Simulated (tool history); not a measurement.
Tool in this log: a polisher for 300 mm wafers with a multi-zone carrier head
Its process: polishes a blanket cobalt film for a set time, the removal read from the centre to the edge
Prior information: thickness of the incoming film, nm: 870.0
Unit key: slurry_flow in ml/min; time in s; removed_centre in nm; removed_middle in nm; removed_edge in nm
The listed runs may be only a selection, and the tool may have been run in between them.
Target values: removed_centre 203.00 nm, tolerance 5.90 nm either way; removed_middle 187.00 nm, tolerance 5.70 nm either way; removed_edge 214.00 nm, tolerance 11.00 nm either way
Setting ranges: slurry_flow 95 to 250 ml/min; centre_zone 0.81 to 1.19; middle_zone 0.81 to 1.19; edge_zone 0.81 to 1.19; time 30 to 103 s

run,hour,slurry_flow,centre_zone,middle_zone,edge_zone,time,removed_centre,removed_middle,removed_edge
1,0.0,160,1.00,1.00,1.00,66,343.91,354.01,345.96
2,4.7,150,0.99,0.95,0.99,58,295.45,301.09,299.96
3,11.8,150,0.99,1.03,0.99,58,291.63,314.66,298.02
4,16.1,150,0.99,1.03,0.99,64,323.60,346.13,329.66
5,17.0,140,1.00,0.97,1.01,56,284.03,290.86,293.33
6,22.3,140,1.00,0.97,0.95,56,282.19,288.91,282.71
7,29.7,130,1.00,0.92,0.96,51,254.65,250.86,258.43
8,32.9,120,1.00,0.89,0.96,48,236.80,228.90,237.19
9,35.3,115,1.00,0.87,0.98,46,222.57,212.81,231.67
10,40.9,115,1.00,0.87,0.98,46,225.90,214.28,230.56
11,46.0,110,1.00,0.85,0.99,45,217.88,201.60,228.64
12,48.5,100,0.97,0.81,0.93,42,193.67,181.28,205.42

Consider the 4 candidate settings below. Which is the only one whose results all fall within their allowed miss of target?
A,51.0,150,0.95,0.81,1.01,43,?,?,?
B,51.0,100,0.89,0.84,0.92,43,?,?,?
C,51.0,120,0.99,0.81,1.00,42,?,?,?
D,51.0,145,0.98,0.88,0.81,41,?,?,?

move,removed_centre,removed_middle,removed_edge
A,207.91,197.83,225.12
B,180.09,189.31,205.19
C,203.23,186.38,213.32
D,203.44,198.26,193.06
A: brings the result that was furthest off to its target, and leaves another outside
B: lands further from the targets than the last run did
C: in spec on every target
D: brings the result that was furthest off to its target, and leaves another outside
Correct choice: C, which meets every target
